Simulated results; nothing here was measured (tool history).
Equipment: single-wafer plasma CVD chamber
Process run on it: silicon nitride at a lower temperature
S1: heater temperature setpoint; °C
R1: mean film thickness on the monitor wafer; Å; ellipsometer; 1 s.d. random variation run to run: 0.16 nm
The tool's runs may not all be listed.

Run 1, hour 0.0: S1 350 °C, chamber pressure (Pa) 164, RF power (W) 300, deposition time (s) 25.2. Result: R1 278.53 Å.
Run 2, hour 3.0: S1 350 °C, chamber pressure (Pa) 164, RF power (W) 340, deposition time (s) 25.2. Result: R1 313.52 Å.
Run 3, hour 5.7: S1 350 °C, chamber pressure (Pa) 164, RF power (W) 340, deposition time (s) 25.2. Result: R1 314.50 Å.
Run 4, hour 6.4: S1 350 °C, chamber pressure (Pa) 164, RF power (W) 340, deposition time (s) 25.2. Result: R1 315.34 Å.
Run 5, hour 10.3: S1 350 °C, chamber pressure (Pa) 185, RF power (W) 340, deposition time (s) 25.2. Result: R1 324.32 Å.
Run 6, hour 19.0: S1 350 °C, chamber pressure (Pa) 185, RF power (W) 340, deposition time (s) 24.0. Result: R1 307.98 Å.

What will run 7 give?
Run 7, hour 27.2: S1 350 °C, chamber pressure (Pa) 188, RF power (W) 345, deposition time (s) 24.0. Result: R1 ?.

R1: 316.72 Å
